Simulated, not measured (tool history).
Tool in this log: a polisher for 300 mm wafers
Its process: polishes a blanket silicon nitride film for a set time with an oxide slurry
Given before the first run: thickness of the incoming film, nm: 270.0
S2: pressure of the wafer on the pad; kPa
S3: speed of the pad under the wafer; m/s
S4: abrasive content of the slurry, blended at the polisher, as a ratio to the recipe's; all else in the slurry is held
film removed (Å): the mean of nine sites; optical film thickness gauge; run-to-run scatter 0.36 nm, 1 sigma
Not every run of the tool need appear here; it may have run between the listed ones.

{"run": 1, "hour": 0.0, "flow of slurry (ml/min)": 215, "S2": 24.8, "S3": 1.26, "S4": 1.0, "polishing time (s)": 98, "film removed (Å)": 784.07}
{"run": 2, "hour": 8.6, "flow of slurry (ml/min)": 215, "S2": 22.1, "S3": 1.24, "S4": 1.0, "polishing time (s)": 98, "film removed (Å)": 690.74}
{"run": 3, "hour": 14.9, "flow of slurry (ml/min)": 175, "S2": 22.1, "S3": 1.24, "S4": 1.0, "polishing time (s)": 98, "film removed (Å)": 664.77}
{"run": 4, "hour": 21.8, "flow of slurry (ml/min)": 175, "S2": 18.6, "S3": 1.24, "S4": 1.0, "polishing time (s)": 98, "film removed (Å)": 569.47}
{"run": 5, "hour": 29.1, "flow of slurry (ml/min)": 175, "S2": 18.6, "S3": 1.24, "S4": 1.0, "polishing time (s)": 98, "film removed (Å)": 564.61}
{"run": 6, "hour": 35.9, "flow of slurry (ml/min)": 175, "S2": 18.6, "S3": 1.24, "S4": 1.2, "polishing time (s)": 98, "film removed (Å)": 632.97}
{"run": 7, "hour": 37.6, "flow of slurry (ml/min)": 170, "S2": 17.2, "S3": 1.22, "S4": 1.2, "polishing time (s)": 98, "film removed (Å)": 581.73}
{"run": 8, "hour": 44.5, "flow of slurry (ml/min)": 165, "S2": 15.9, "S3": 1.22, "S4": 1.2, "polishing time (s)": 98, "film removed (Å)": 536.56}
{"run": 9, "hour": 51.2, "flow of slurry (ml/min)": 165, "S2": 15.2, "S3": 1.22, "S4": 1.2, "polishing time (s)": 98, "film removed (Å)": 515.91}
{"run": 10, "hour": 52.7, "flow of slurry (ml/min)": 165, "S2": 14.5, "S3": 1.22, "S4": 1.2, "polishing time (s)": 98, "film removed (Å)": 499.95}
{"run": 11, "hour": 57.4, "flow of slurry (ml/min)": 165, "S2": 13.8, "S3": 1.22, "S4": 1.2, "polishing time (s)": 98, "film removed (Å)": 473.68}

Run 12 has not been measured yet. What should we expect?
{"run": 12, "hour": 63.8, "flow of slurry (ml/min)": 165, "S2": 13.1, "S3": 1.22, "S4": 1.2, "polishing time (s)": 98, "film removed (Å)": "?"}

{"run 12": {"film removed (Å)": 450.24}}

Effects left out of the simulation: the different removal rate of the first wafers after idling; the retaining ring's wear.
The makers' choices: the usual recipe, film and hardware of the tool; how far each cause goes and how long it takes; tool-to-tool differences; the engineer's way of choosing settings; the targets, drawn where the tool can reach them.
